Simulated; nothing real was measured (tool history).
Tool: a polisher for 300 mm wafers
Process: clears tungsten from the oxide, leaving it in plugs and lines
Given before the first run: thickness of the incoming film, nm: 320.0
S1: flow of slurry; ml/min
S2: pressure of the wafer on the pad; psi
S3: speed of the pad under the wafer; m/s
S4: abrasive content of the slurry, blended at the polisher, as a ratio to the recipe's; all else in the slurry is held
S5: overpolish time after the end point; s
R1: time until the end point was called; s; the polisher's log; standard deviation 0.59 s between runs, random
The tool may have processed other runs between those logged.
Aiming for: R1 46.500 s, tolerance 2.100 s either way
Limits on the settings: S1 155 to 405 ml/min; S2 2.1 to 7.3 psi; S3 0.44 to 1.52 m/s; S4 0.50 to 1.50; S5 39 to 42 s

{"run": 1, "day": 0.0, "S1": 260, "S2": 4.7, "S3": 0.98, "S4": 1.0, "S5": 39, "R1": 72.539}
{"run": 2, "day": 0.038, "S1": 260, "S2": 5.1, "S3": 0.98, "S4": 1.0, "S5": 39, "R1": 68.358}
{"run": 3, "day": 0.079, "S1": 260, "S2": 5.1, "S3": 0.98, "S4": 1.1, "S5": 39, "R1": 64.795}
{"run": 4, "day": 0.271, "S1": 260, "S2": 5.5, "S3": 0.98, "S4": 1.1, "S5": 39, "R1": 60.875}
{"day": 0.312, "done": "slurry blender recalibrated"}
{"run": 5, "day": 0.312, "S1": 260, "S2": 5.8, "S3": 0.98, "S4": 1.1, "S5": 39, "R1": 52.689}
{"run": 6, "day": 0.575, "S1": 260, "S2": 5.9, "S3": 0.98, "S4": 1.1, "S5": 39, "R1": 50.916}
{"run": 7, "day": 0.704, "S1": 260, "S2": 6.0, "S3": 0.98, "S4": 1.1, "S5": 39, "R1": 51.001}
{"run": 8, "day": 0.842, "S1": 260, "S2": 6.1, "S3": 0.98, "S4": 1.1, "S5": 39, "R1": 50.163}
{"run": 9, "day": 1.154, "S1": 260, "S2": 6.2, "S3": 0.98, "S4": 1.1, "S5": 39, "R1": 48.65}

Exactly one of the 4 candidate moves below puts every result within its allowed miss. Which one?
{"run": "A", "day": 1.467, "S1": 235, "S2": 6.6, "S3": 0.92, "S4": 1.05, "S5": 39, "R1": "?"}
{"run": "B", "day": 1.467, "S1": 245, "S2": 5.8, "S3": 1.04, "S4": 1.45, "S5": 42, "R1": "?"}
{"run": "C", "day": 1.467, "S1": 255, "S2": 5.7, "S3": 0.98, "S4": 1.05, "S5": 39, "R1": "?"}
{"run": "D", "day": 1.467, "S1": 260, "S2": 5.6, "S3": 1.02, "S4": 1.1, "S5": 42, "R1": "?"}

move=A R1=50.303
move=B R1=46.730
move=C R1=54.061
move=D R1=52.224
A: its largest miss is bigger than the last run's
B: in spec on every target
C: its largest miss is bigger than the last run's
D: its largest miss is bigger than the last run's
B meets every target.

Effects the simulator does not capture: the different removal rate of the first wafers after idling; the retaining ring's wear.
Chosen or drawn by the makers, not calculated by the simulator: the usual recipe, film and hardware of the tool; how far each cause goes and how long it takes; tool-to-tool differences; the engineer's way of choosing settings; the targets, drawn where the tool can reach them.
